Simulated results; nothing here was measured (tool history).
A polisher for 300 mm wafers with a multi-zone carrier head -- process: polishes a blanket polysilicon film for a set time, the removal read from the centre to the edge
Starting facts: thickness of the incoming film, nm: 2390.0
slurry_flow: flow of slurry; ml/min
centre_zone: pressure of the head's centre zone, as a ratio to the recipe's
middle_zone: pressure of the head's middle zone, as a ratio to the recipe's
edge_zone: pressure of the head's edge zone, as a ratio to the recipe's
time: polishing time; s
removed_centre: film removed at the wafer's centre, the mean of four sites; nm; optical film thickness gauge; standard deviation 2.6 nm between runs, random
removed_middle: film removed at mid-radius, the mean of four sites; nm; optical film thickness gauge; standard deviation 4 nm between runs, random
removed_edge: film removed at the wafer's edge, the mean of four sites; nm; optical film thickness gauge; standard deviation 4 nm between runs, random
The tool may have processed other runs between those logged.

run	day	slurry_flow	centre_zone	middle_zone	edge_zone	time	removed_centre	removed_middle	removed_edge
1	0	235	1	1	1	49	273.99	276.47	278.24
2	0.079	235	1	0.94	1	49	274.08	267.54	271.4
3	0.296	235	1	0.9	1	49	268.17	256.08	268.66
4	0.371	235	0.99	0.92	1.04	50	273.91	263.47	284.41
5	0.65	235	0.99	0.92	1.04	45	247.37	236.78	266.3
6	0.725	245	0.99	0.97	1.07	46	254.3	249.52	270.72

What will run 7 give?
7	0.958	230	0.9	0.99	1.12	60	?	?	?

{"run 7": {"removed_centre": 298.09, "removed_middle": 328.14, "removed_edge": 357.57}}

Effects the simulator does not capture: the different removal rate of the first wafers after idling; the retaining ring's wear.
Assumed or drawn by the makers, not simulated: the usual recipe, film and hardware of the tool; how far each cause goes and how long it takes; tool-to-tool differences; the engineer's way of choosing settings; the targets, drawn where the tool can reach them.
